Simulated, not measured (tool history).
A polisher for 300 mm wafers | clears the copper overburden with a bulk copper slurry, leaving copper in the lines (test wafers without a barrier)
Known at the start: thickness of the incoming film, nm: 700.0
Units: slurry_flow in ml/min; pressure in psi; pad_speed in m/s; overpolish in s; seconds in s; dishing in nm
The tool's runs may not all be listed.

run  hour  slurry_flow  pressure  pad_speed  slurry_solids  overpolish  seconds  dishing
  1   0.0          285       1.8       1.38           1.00          30   82.375   61.432
  2   4.7          285       1.7       1.36           1.00          28   88.263   58.973
  3   7.7          285       1.6       1.34           1.00          27   92.893   58.836
  4   8.8          285       1.2       1.34           1.00          27  105.340   53.468
  5  12.4          285       1.2       1.28           1.00          25  116.140   49.033
  6  14.3          285       1.2       1.28           0.85          25  118.760   48.250
  7  22.3          285       1.2       1.24           0.85          25  121.560   50.658
  8  29.0          270       0.8       1.02           0.75          11  184.880   24.836
  9  36.0          270       0.8       1.02           0.75          13  186.150   27.997
 10  43.2          270       0.8       1.02           0.75          15  185.420   30.966
 11  51.7          270       0.8       1.02           0.75          16  177.900   32.771
 12  59.2          270       0.8       1.02           0.75          17  187.760   32.536

Forecast run 13:
 13  61.9          265       1.3       0.90           0.75          31        ?        ?

{"run 13": {"seconds": 161.84, "dishing": 51.682}}
